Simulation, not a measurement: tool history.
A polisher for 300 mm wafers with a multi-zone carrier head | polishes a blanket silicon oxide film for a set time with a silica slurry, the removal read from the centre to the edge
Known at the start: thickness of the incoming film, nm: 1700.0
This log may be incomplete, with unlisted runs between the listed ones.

run	hour	flow of slurry (ml/min)	pressure of the head's centre zone	pressure of the head's middle zone	pressure of the head's edge zone	abrasive content of the slurry	polishing time (s)	film removed at the wafer's centre (nm)	film removed at mid-radius (nm)	film removed at the wafer's edge (nm)
1	0	205	1	1	1	1	46	195.83	196.58	197.91
2	2.3	205	1	1	1	0.85	46	180.29	183.98	187.47
3	8.4	200	1.01	0.98	0.98	0.8	45	171.23	168.9	172.07
4	17.2	195	1.01	0.95	0.96	0.75	45	169.84	158.82	165.42
5	24.3	190	1	0.93	0.94	0.7	45	160.47	150.25	158.06
6	27.9	185	1	0.91	0.92	0.65	45	146.09	140.62	149.86
7	31.6	185	1	0.91	0.92	0.65	45	150.88	140.22	147.47
8	34.2	160	1.01	0.81	0.83	0.5	44	121.6	105.95	116.24

Expected results for the next run?
9	42.6	215	1.03	0.83	0.9	0.5	44	?	?	?

film removed at the wafer's centre (nm): 129.96
film removed at mid-radius (nm): 110.01
film removed at the wafer's edge (nm): 126.21

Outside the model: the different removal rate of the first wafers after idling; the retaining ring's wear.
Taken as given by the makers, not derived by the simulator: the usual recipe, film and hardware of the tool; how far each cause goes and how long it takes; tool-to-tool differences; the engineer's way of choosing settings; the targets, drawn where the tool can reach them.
